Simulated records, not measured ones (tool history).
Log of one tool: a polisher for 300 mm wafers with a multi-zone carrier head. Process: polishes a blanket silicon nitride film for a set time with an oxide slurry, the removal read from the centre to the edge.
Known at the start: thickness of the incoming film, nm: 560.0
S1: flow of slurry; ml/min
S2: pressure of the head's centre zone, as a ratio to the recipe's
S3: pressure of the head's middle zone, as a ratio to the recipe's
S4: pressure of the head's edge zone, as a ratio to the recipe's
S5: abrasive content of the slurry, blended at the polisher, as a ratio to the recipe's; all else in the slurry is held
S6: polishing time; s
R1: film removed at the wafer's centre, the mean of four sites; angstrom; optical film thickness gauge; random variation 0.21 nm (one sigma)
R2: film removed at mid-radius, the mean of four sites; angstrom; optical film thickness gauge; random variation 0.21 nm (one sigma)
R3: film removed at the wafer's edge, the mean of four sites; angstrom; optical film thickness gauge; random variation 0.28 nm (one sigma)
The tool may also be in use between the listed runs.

run,hour,S1,S2,S3,S4,S5,S6,R1,R2,R3
1,0,125,1,1,1,1,44,231.52,223.86,237.44
2,3.6,120,0.98,0.98,0.98,0.95,44,222.99,214.88,223.57
3,10.6,120,0.92,0.98,0.98,0.95,44,209.14,215.18,224.78
4,15.8,105,0.92,0.98,0.98,0.95,44,198.09,214.6,220.93
5,17,105,0.92,0.98,1.03,0.95,44,201.57,213.12,225.04
6,17.6,105,0.92,0.98,1.03,0.95,51,233.62,246.1,266.85
7,25.1,105,0.92,0.95,1.01,0.85,51,224.45,228.81,248.42
8,28.4,100,0.91,0.93,1,0.8,51,214.11,218.03,241.6

Forecast run 9:
9,34.6,95,0.93,0.88,0.9,0.55,50,?,?,?

Run 9 gave R1 182.82 angstrom, R2 172.68 angstrom, R3 187.63 angstrom.

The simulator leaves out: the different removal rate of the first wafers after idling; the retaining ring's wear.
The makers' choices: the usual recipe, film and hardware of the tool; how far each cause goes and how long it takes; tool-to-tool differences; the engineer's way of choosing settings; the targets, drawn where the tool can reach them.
